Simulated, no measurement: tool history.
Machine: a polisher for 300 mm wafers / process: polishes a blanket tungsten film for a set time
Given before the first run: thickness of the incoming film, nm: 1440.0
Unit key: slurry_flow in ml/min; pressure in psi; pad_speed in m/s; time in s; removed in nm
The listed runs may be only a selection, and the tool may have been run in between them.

run	hour	slurry_flow	pressure	pad_speed	slurry_solids	time	removed
1	0	295	4.7	1.16	1	33	265.63
2	4.7	295	4.7	1.16	1	33	261.85
3	12.5	295	4.7	0.88	1	33	202.23
4	19	295	3.8	0.88	1	33	163.37
5	27.9	295	3.8	0.64	1	33	122
6	36.8	300	4.7	0.76	1	33	173.98
7	38.5	300	5.3	0.86	1	33	221.83
8	44.9	315	6.6	1.18	1	33	373.66

What will run 9 give?
9	48.9	315	6.8	1.22	1	33	?

{"run 9": {"removed": 402.52}}

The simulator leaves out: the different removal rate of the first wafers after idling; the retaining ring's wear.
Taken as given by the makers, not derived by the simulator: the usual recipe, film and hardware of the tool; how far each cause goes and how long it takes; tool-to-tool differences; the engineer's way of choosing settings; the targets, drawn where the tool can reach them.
